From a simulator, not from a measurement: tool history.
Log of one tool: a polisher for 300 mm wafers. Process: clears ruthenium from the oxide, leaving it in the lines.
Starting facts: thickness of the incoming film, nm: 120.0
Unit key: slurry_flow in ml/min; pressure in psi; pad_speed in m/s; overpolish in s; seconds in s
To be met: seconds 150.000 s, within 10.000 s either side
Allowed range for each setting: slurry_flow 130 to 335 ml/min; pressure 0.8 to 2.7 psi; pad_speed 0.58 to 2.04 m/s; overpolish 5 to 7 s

run,hour,slurry_flow,pressure,pad_speed,overpolish,seconds
1,0.0,215,1.7,1.30,7,81.877
2,3.1,215,1.6,1.28,7,89.798
3,4.2,215,1.5,1.26,7,95.526
4,9.7,215,1.4,1.24,7,102.520
5,14.6,215,1.3,1.22,7,116.340
6,17.0,215,1.3,1.52,7,88.162
7,17.6,215,1.2,1.48,7,101.600
8,26.2,215,0.8,1.34,7,161.130

Next run, 4 choices. One meets every target within its allowed miss, the rest don't. Which?
A,34.8,235,0.8,1.22,5,?
B,34.8,190,0.8,1.64,5,?
C,34.8,225,1.0,1.16,5,?
D,34.8,255,0.8,1.26,5,?

move,seconds
A,174.980
B,135.160
C,149.630
D,167.980
A: lands further from the targets than the last run did
B: pushes the last run's worst result past its target
C: hits every target within its allowed miss
D: lands further from the targets than the last run did
Move C is the one to make.

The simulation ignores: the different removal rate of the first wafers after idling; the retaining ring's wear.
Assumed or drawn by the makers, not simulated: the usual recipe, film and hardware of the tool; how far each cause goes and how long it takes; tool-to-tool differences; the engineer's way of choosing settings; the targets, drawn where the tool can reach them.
